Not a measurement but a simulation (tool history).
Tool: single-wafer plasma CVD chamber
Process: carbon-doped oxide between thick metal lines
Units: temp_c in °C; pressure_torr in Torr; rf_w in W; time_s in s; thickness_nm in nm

run 1 hour=0 | temp_c=325 pressure_torr=3.81 rf_w=425 time_s=187 | thickness_nm=851.53
run 2 hour=7.5 | temp_c=328 pressure_torr=3.6 rf_w=415 time_s=187 | thickness_nm=817.04
run 3 hour=9.6 | temp_c=328 pressure_torr=3.6 rf_w=415 time_s=187 | thickness_nm=816.17
run 4 hour=11.8 | temp_c=328 pressure_torr=3.6 rf_w=415 time_s=187 | thickness_nm=822.43
run 5 hour=15.7 | temp_c=331 pressure_torr=3.44 rf_w=410 time_s=187 | thickness_nm=802.06
run 6 hour=22.5 | temp_c=331 pressure_torr=3.44 rf_w=435 time_s=187 | thickness_nm=836.28
run 7 hour=23.8 | temp_c=333 pressure_torr=3.27 rf_w=425 time_s=187 | thickness_nm=811.24

Run 8 comes next. What will it give?
run 8 hour=26.9 | temp_c=335 pressure_torr=3.13 rf_w=420 time_s=187 | thickness_nm=?

{"run 8": {"thickness_nm": 795.31}}

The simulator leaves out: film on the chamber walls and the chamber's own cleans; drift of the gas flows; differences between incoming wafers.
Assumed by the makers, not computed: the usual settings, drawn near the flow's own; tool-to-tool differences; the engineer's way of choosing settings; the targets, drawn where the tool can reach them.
